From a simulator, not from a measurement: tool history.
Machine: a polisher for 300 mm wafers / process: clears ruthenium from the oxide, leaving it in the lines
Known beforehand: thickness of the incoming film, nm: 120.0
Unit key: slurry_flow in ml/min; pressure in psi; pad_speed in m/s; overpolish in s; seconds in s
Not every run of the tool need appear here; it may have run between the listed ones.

| run | hour | slurry_flow | pressure | pad_speed | overpolish | seconds |
|---|---|---|---|---|---|---|
| 1 | 0 | 200 | 1.4 | 0.98 | 49 | 154.29 |
| 2 | 4.2 | 200 | 1.4 | 1.08 | 49 | 141.92 |
| 3 | 6.5 | 200 | 1.7 | 1.08 | 49 | 115.67 |
| 4 | 10.7 | 200 | 1.5 | 1.06 | 49 | 138.29 |
| 5 | 17.4 | 200 | 1.5 | 0.88 | 49 | 162.13 |
| 6 | 23 | 200 | 1.4 | 0.88 | 49 | 174.54 |
| 7 | 28.6 | 200 | 1.3 | 0.88 | 49 | 183.77 |

Estimate the outcome of run 8 from the log above:
| 8 | 36.4 | 200 | 1.2 | 0.88 | 49 | ? |

Run 8 came out at seconds 202.11 s.

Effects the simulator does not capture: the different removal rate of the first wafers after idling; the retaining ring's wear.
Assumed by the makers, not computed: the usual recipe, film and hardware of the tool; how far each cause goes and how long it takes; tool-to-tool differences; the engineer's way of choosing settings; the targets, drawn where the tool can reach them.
